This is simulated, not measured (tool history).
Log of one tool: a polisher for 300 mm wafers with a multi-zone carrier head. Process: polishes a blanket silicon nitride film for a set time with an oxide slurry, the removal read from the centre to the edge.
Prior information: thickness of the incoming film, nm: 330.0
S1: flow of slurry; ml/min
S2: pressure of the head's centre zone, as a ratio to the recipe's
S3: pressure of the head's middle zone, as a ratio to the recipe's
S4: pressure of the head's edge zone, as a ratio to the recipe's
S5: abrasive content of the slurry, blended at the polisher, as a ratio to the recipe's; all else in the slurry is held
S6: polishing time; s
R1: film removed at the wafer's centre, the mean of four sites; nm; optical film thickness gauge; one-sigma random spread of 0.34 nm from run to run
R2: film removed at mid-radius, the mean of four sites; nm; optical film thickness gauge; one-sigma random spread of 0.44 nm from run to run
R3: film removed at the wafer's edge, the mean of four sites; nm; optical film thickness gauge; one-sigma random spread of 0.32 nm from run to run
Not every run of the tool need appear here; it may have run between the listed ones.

run,hour,S1,S2,S3,S4,S5,S6,R1,R2,R3
1,0.0,310,1.00,1.00,1.00,1.00,79,37.515,38.608,40.842
2,4.4,315,1.02,1.02,1.02,1.05,79,39.416,40.117,42.007
3,10.1,320,1.03,1.04,1.03,1.10,79,40.630,41.318,43.274
4,19.1,255,1.03,1.04,1.03,1.10,79,40.120,40.724,42.542
5,28.1,260,1.04,1.06,1.04,1.15,79,41.678,43.346,43.762
6,34.1,265,1.05,1.07,1.06,1.15,79,42.311,42.879,44.829
7,41.3,270,1.06,1.08,1.06,1.15,79,41.902,43.734,44.184
8,46.5,270,1.07,1.09,1.06,1.20,79,43.270,45.082,45.603
9,49.5,270,1.08,1.09,1.06,1.20,79,43.965,44.504,45.474
10,51.5,270,1.09,1.10,1.06,1.20,79,44.177,45.645,45.414
11,59.1,270,1.10,1.10,1.06,1.20,79,44.727,45.611,45.058
12,67.3,270,1.11,1.11,1.07,1.20,79,45.306,45.118,45.547

What does the tool deliver on the next run?
13,70.6,270,1.12,1.12,1.07,1.20,79,?,?,?

{"run 13": {"R1": 45.395, "R2": 46.36, "R3": 45.478}}

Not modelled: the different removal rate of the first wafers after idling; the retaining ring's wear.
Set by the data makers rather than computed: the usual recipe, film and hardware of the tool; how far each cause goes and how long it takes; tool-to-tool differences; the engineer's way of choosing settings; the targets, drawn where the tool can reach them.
